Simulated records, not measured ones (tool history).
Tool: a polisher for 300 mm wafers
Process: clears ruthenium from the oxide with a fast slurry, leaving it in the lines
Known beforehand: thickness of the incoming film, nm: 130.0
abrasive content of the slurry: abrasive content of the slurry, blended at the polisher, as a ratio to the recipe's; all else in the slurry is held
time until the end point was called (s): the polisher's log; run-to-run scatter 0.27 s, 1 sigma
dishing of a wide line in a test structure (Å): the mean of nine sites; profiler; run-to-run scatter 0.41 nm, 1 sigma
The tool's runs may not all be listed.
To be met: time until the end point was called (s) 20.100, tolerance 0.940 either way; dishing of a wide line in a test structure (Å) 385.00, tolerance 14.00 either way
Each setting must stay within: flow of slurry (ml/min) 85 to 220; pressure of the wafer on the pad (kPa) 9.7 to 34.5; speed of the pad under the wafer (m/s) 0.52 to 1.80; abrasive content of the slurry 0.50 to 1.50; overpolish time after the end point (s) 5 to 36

| run | hour | flow of slurry (ml/min) | pressure of the wafer on the pad (kPa) | speed of the pad under the wafer (m/s) | abrasive content of the slurry | overpolish time after the end point (s) | time until the end point was called (s) | dishing of a wide line in a test structure (Å) |
|---|---|---|---|---|---|---|---|---|
| 1 | 0.0 | 140 | 22.1 | 1.16 | 1.00 | 18 | 27.323 | 626.31 |
| 2 | 3.0 | 150 | 23.4 | 1.16 | 1.00 | 14 | 26.362 | 551.61 |
| 3 | 10.0 | 150 | 20.0 | 1.16 | 1.00 | 14 | 29.683 | 503.25 |
| 4 | 16.0 | 130 | 22.1 | 1.20 | 1.00 | 11 | 27.047 | 434.21 |
| 5 | 23.3 | 125 | 24.1 | 1.22 | 1.00 | 9 | 24.970 | 388.53 |
| 6 | 23.9 | 130 | 26.2 | 1.22 | 1.00 | 8 | 23.253 | 385.87 |
| 7 | 27.4 | 130 | 27.6 | 1.22 | 1.00 | 8 | 21.958 | 391.61 |
| 8 | 36.3 | 130 | 28.3 | 1.22 | 1.00 | 8 | 21.727 | 401.18 |

Below are 5 possible settings for the next run. Only one of them brings all results inside the allowed miss of their targets. Which is it?
| A | 45.2 | 170 | 31.7 | 0.98 | 0.90 | 9 | ? | ? |
| B | 45.2 | 125 | 29.0 | 1.30 | 1.00 | 7 | ? | ? |
| C | 45.2 | 190 | 30.3 | 0.94 | 1.05 | 9 | ? | ? |
| D | 45.2 | 120 | 31.0 | 1.00 | 1.00 | 9 | ? | ? |
| E | 45.2 | 95 | 29.0 | 1.18 | 0.90 | 8 | ? | ? |

| move | time until the end point was called (s) | dishing of a wide line in a test structure (Å) |
|---|---|---|
| A | 24.330 | 405.53 |
| B | 20.188 | 384.16 |
| C | 24.117 | 408.50 |
| D | 24.737 | 399.97 |
| E | 24.940 | 359.63 |
A: further off than the last run
B: meets every target
C: further off than the last run
D: further off than the last run
E: further off than the last run
Correct choice: B, which meets every target
